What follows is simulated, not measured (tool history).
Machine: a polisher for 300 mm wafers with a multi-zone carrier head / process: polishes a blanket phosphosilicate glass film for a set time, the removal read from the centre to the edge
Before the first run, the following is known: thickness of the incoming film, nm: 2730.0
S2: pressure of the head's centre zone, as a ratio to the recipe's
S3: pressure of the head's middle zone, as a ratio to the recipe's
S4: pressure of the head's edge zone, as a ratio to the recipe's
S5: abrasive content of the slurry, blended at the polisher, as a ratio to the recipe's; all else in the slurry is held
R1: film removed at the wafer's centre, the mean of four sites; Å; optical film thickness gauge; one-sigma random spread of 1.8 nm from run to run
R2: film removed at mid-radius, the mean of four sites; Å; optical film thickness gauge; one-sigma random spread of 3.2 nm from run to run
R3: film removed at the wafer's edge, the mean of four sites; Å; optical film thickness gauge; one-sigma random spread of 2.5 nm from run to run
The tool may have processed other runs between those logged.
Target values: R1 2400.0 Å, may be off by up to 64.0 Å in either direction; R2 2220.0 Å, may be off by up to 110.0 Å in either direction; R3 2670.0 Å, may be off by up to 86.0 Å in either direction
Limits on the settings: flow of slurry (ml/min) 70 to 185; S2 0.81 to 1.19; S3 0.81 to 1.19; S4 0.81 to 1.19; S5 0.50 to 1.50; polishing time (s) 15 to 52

run 1 hour=0.0 | flow_of_slurry_(ml/min)=120 S2=1.00 S3=1.00 S4=1.00 S5=1.00 polishing_time_(s)=33 | R1=2718.0 R2=2897.7 R3=2819.8
run 2 hour=6.2 | flow_of_slurry_(ml/min)=120 S2=1.00 S3=1.00 S4=1.00 S5=0.80 polishing_time_(s)=33 | R1=2487.3 R2=2518.4 R3=2530.8
run 3 hour=11.4 | flow_of_slurry_(ml/min)=120 S2=1.00 S3=1.00 S4=1.00 S5=0.80 polishing_time_(s)=30 | R1=2267.5 R2=2346.2 R3=2335.1
run 4 hour=13.5 | flow_of_slurry_(ml/min)=120 S2=1.00 S3=1.00 S4=1.00 S5=0.90 polishing_time_(s)=30 | R1=2358.8 R2=2477.7 R3=2438.2
run 5 hour=16.4 | flow_of_slurry_(ml/min)=120 S2=1.00 S3=1.00 S4=0.92 S5=0.90 polishing_time_(s)=30 | R1=2360.6 R2=2549.5 R3=2367.1
run 6 hour=20.0 | flow_of_slurry_(ml/min)=120 S2=1.00 S3=1.00 S4=0.92 S5=0.90 polishing_time_(s)=37 | R1=2928.8 R2=3082.9 R3=2909.5
run 7 hour=22.7 | flow_of_slurry_(ml/min)=110 S2=0.99 S3=0.96 S4=0.93 S5=0.85 polishing_time_(s)=37 | R1=2732.2 R2=2854.3 R3=2779.2
run 8 hour=24.1 | flow_of_slurry_(ml/min)=105 S2=0.99 S3=0.93 S4=0.96 S5=0.85 polishing_time_(s)=37 | R1=2722.1 R2=2771.1 R3=2816.2
run 9 hour=30.4 | flow_of_slurry_(ml/min)=100 S2=0.99 S3=0.90 S4=0.98 S5=0.80 polishing_time_(s)=37 | R1=2608.2 R2=2532.3 R3=2722.5
run 10 hour=30.9 | flow_of_slurry_(ml/min)=100 S2=0.99 S3=0.90 S4=0.98 S5=0.80 polishing_time_(s)=37 | R1=2596.8 R2=2555.4 R3=2778.4

5 next moves are on the table. One of them brings every result within its allowed miss. Which?
run A hour=31.4 | flow_of_slurry_(ml/min)=75 S2=0.93 S3=0.98 S4=0.92 S5=0.95 polishing_time_(s)=38 | R1=? R2=? R3=?
run B hour=31.4 | flow_of_slurry_(ml/min)=105 S2=0.96 S3=0.81 S4=1.02 S5=0.80 polishing_time_(s)=35 | R1=? R2=? R3=?
run C hour=31.4 | flow_of_slurry_(ml/min)=105 S2=1.03 S3=0.84 S4=1.00 S5=0.65 polishing_time_(s)=40 | R1=? R2=? R3=?
run D hour=31.4 | flow_of_slurry_(ml/min)=105 S2=0.98 S3=0.97 S4=0.89 S5=0.85 polishing_time_(s)=37 | R1=? R2=? R3=?
run E hour=31.4 | flow_of_slurry_(ml/min)=95 S2=0.85 S3=1.01 S4=0.94 S5=1.05 polishing_time_(s)=34 | R1=? R2=? R3=?

move=A R1=2450.9 R2=2680.2 R3=2757.6
move=B R1=2427.3 R2=2163.5 R3=2654.8
move=C R1=2716.5 R2=2322.3 R3=2739.7
move=D R1=2691.7 R2=2725.1 R3=2695.2
move=E R1=2267.1 R2=2752.9 R3=2718.7
A: gets the furthest-off result to its target, but another result is out of tolerance
B: each result inside its tolerance
C: moves away from the targets compared with the last run
D: moves away from the targets compared with the last run
E: carries the result that was furthest off beyond its target, to the other side
The move that meets every target is B.
